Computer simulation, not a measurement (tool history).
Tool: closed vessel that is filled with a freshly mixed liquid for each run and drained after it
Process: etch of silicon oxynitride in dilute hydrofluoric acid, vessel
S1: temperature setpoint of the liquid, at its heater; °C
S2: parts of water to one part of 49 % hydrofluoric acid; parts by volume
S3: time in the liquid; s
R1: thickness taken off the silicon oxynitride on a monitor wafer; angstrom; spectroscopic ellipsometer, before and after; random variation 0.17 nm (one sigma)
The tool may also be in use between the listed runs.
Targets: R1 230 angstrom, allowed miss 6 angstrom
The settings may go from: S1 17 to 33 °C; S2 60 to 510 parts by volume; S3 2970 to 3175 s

run,hour,S1,S2,S3,R1
1,0,25,285,2970,148.25
2,7.2,26,280,2970,157.61
3,9.1,26,280,2970,157.94
4,16.2,23.5,280,2970,143.23
5,25,21,280,2970,127.23
# hour 33.9: thermometer replaced
6,33.9,23.5,280,2970,133.17
7,38.7,25,280,2970,140.97
8,40,26,270,2970,153.28
9,44.4,27,260,2970,168.81
10,48.7,28,255,2970,179.06
11,55.5,28.5,250,2970,188.01
12,58.6,29,250,2970,192.38
13,64,29.5,250,2970,194.22
14,70.9,33,235,2970,242.09

Which of these 4 next moves meets every target?
A,77.8,33,245,2970,?
B,77.8,32.5,225,3115,?
C,77.8,33,220,3005,?
D,77.8,32.5,250,2970,?

move,R1
A,230.27
B,262.65
C,265.64
D,220.24
A: meets every target
B: further off than the last run
C: further off than the last run
D: takes the result that was furthest off past its target
The right move is A.
